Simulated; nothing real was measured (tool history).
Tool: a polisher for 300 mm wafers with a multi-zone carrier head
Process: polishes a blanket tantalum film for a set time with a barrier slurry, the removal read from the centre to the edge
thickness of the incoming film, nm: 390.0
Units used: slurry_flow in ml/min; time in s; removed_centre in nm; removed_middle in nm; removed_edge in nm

run 1 hour=0 | slurry_flow=245 centre_zone=1 middle_zone=1 edge_zone=1 slurry_solids=1 time=69 | removed_centre=93.568 removed_middle=92.935 removed_edge=91.625
run 2 hour=2.7 | slurry_flow=245 centre_zone=1 middle_zone=1 edge_zone=0.97 slurry_solids=1 time=69 | removed_centre=92.021 removed_middle=94.1 removed_edge=90.485
run 3 hour=7.9 | slurry_flow=245 centre_zone=1 middle_zone=1 edge_zone=1.03 slurry_solids=1 time=69 | removed_centre=93.546 removed_middle=94.939 removed_edge=94.9
run 4 hour=8.9 | slurry_flow=240 centre_zone=0.96 middle_zone=0.99 edge_zone=0.97 slurry_solids=0.9 time=69 | removed_centre=87.029 removed_middle=89.571 removed_edge=87.924
run 5 hour=14.2 | slurry_flow=240 centre_zone=0.96 middle_zone=1.06 edge_zone=0.97 slurry_solids=0.9 time=69 | removed_centre=86.479 removed_middle=95.156 removed_edge=86.916
run 6 hour=22.9 | slurry_flow=235 centre_zone=0.93 middle_zone=1.04 edge_zone=0.93 slurry_solids=0.8 time=69 | removed_centre=81.737 removed_middle=90.612 removed_edge=84.055
run 7 hour=23.8 | slurry_flow=230 centre_zone=0.9 middle_zone=1.02 edge_zone=0.84 slurry_solids=0.55 time=65 | removed_centre=65.647 removed_middle=73.219 removed_edge=66.224
run 8 hour=31.1 | slurry_flow=245 centre_zone=0.91 middle_zone=1.02 edge_zone=0.87 slurry_solids=0.55 time=65 | removed_centre=65.652 removed_middle=75.17 removed_edge=67.797

Run 9 is up next; what results do you expect?
run 9 hour=35.9 | slurry_flow=245 centre_zone=0.93 middle_zone=1.02 edge_zone=0.89 slurry_solids=0.55 time=65 | removed_centre=? removed_middle=? removed_edge=?

{"run 9": {"removed_centre": 68.161, "removed_middle": 73.675, "removed_edge": 65.893}}
